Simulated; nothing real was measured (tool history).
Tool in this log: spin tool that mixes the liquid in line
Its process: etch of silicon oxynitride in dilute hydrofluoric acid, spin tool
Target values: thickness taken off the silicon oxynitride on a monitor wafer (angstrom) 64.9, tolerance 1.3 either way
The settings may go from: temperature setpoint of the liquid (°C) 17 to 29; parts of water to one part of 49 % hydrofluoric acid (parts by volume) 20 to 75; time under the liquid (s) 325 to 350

run  hour  temperature setpoint of the liquid (°C)  parts of water to one part of 49 % hydrofluoric acid (parts by volume)  time under the liquid (s)  thickness taken off the silicon oxynitride on a monitor wafer (angstrom)
  1     0                                       21                                                                      45                        325                                                                    101.81
  2   4.8                                       21                                                                      45                        350                                                                    109.62
  3    11                                       20                                                                      50                        350                                                                    93.603
  4  18.8                                       19                                                                      50                        350                                                                    88.437
  5  20.9                                     18.5                                                                      50                        350                                                                    86.311
  6  24.6                                     18.5                                                                      50                        350                                                                    86.188
  7  33.5                                       18                                                                      50                        350                                                                    84.242
  8  39.9                                     17.5                                                                      50                        350                                                                    82.904
  9  43.1                                       17                                                                      55                        350                                                                    72.811
 10  43.9                                       17                                                                      60                        350                                                                    66.316

Exactly one of the 4 candidate moves below puts every result within its allowed miss. Which one?
  A  44.7                                       17                                                                      60                        345                                                                         ?
  B  44.7                                       17                                                                      55                        325                                                                         ?
  C  44.7                                       17                                                                      60                        325                                                                         ?
  D  44.7                                       17                                                                      60                        330                                                                         ?

move  thickness taken off the silicon oxynitride on a monitor wafer (angstrom)
   A                                                                    65.407
   B                                                                    67.429
   C                                                                    61.616
   D                                                                    62.563
A: every result within its allowed miss
B: moves away from the targets compared with the last run
C: moves the result that the last run missed by most past its target, out the other side
D: moves the result that the last run missed by most past its target, out the other side
A is the move that brings every result within its allowed miss.

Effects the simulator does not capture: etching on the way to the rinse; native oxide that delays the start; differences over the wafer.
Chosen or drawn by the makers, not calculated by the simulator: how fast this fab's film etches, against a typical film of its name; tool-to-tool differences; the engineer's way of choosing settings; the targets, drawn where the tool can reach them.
